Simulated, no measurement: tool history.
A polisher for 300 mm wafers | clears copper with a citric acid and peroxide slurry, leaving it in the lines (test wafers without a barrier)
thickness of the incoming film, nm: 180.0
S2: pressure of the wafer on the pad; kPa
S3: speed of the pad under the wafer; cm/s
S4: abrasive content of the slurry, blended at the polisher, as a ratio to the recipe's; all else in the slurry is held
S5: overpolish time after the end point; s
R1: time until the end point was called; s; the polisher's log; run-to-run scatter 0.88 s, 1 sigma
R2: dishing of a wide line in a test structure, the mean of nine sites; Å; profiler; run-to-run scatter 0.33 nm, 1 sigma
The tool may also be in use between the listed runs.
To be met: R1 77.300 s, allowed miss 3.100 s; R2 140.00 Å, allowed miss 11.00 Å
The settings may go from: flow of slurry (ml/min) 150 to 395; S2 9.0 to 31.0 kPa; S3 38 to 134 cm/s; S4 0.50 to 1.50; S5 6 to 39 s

{"run": 1, "hour": 0.0, "flow of slurry (ml/min)": 250, "S2": 20.0, "S3": 86, "S4": 1.0, "S5": 20, "R1": 98.538, "R2": 276.56}
{"run": 2, "hour": 6.0, "flow of slurry (ml/min)": 250, "S2": 20.0, "S3": 88, "S4": 1.0, "S5": 18, "R1": 95.094, "R2": 268.17}
{"run": 3, "hour": 10.6, "flow of slurry (ml/min)": 250, "S2": 20.0, "S3": 88, "S4": 1.1, "S5": 18, "R1": 95.292, "R2": 275.71}
{"run": 4, "hour": 17.4, "flow of slurry (ml/min)": 250, "S2": 17.9, "S3": 88, "S4": 1.1, "S5": 18, "R1": 106.78, "R2": 244.42}
{"run": 5, "hour": 21.5, "flow of slurry (ml/min)": 250, "S2": 15.2, "S3": 88, "S4": 1.1, "S5": 18, "R1": 124.24, "R2": 215.76}
{"run": 6, "hour": 23.9, "flow of slurry (ml/min)": 250, "S2": 15.2, "S3": 88, "S4": 1.0, "S5": 18, "R1": 125.77, "R2": 208.74}
{"run": 7, "hour": 26.0, "flow of slurry (ml/min)": 255, "S2": 16.5, "S3": 88, "S4": 0.95, "S5": 16, "R1": 117.53, "R2": 204.53}
{"run": 8, "hour": 27.4, "flow of slurry (ml/min)": 185, "S2": 20.0, "S3": 104, "S4": 1.2, "S5": 6, "R1": 87.234, "R2": 110.13}
{"run": 9, "hour": 33.0, "flow of slurry (ml/min)": 195, "S2": 20.0, "S3": 104, "S4": 1.2, "S5": 6, "R1": 86.037, "R2": 112.01}
{"run": 10, "hour": 35.1, "flow of slurry (ml/min)": 205, "S2": 20.0, "S3": 104, "S4": 1.2, "S5": 6, "R1": 85.376, "R2": 109.63}
{"run": 11, "hour": 36.8, "flow of slurry (ml/min)": 210, "S2": 20.0, "S3": 104, "S4": 1.2, "S5": 6, "R1": 86.347, "R2": 109.08}

4 candidate next runs follow, results not yet known. Just one meets every target within its allowed miss. Identify it.
{"run": "A", "hour": 38.5, "flow of slurry (ml/min)": 190, "S2": 22.8, "S3": 102, "S4": 1.25, "S5": 6, "R1": "?", "R2": "?"}
{"run": "B", "hour": 38.5, "flow of slurry (ml/min)": 185, "S2": 19.3, "S3": 132, "S4": 1.2, "S5": 7, "R1": "?", "R2": "?"}
{"run": "C", "hour": 38.5, "flow of slurry (ml/min)": 200, "S2": 17.2, "S3": 102, "S4": 1.2, "S5": 9, "R1": "?", "R2": "?"}
{"run": "D", "hour": 38.5, "flow of slurry (ml/min)": 220, "S2": 21.4, "S3": 100, "S4": 1.1, "S5": 10, "R1": "?", "R2": "?"}

move=A R1=75.245 R2=123.28
move=B R1=75.073 R2=142.47
move=C R1=98.733 R2=139.24
move=D R1=81.716 R2=183.73
A: corrects the largest miss of the last run, while another result sits out of spec
B: every result lands within tolerance
C: moves away from the targets compared with the last run
D: moves away from the targets compared with the last run
B is the move that brings every result within its allowed miss.
